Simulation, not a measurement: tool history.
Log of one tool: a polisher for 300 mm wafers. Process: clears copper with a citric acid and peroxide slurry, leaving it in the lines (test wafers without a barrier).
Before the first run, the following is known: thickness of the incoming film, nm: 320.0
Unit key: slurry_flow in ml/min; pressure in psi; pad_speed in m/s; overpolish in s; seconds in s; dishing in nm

run  hour  slurry_flow  pressure  pad_speed  slurry_solids  overpolish  seconds  dishing
  1     0          175         3       1.42              1          20   108.38   28.326
  2   0.7          175         3        1.3              1          20   118.42    26.83
  3   7.6          175         3       1.44              1          20   106.57   28.603
  4   8.1          175         3       1.44              1          15   107.44   23.463
  5  11.2          170       2.8       1.44              1          18   115.89    25.55
  6  18.2          170       2.8       1.44              1          11   114.12   17.847
  7    23          165       2.7       1.44              1          14   117.82    20.57
  8  24.6          140         2       1.46              1          24   153.77   24.847
  9  33.1          140         2       1.46              1          24   155.39   24.792
 10  41.6          150         2       1.46              1          25   152.32   25.659

Run 11, settings as shown, results not yet in. Your forecast:
 11  48.5          155         2       1.46              1          26        ?        ?

seconds: 152.36 s
dishing: 26.4 nm

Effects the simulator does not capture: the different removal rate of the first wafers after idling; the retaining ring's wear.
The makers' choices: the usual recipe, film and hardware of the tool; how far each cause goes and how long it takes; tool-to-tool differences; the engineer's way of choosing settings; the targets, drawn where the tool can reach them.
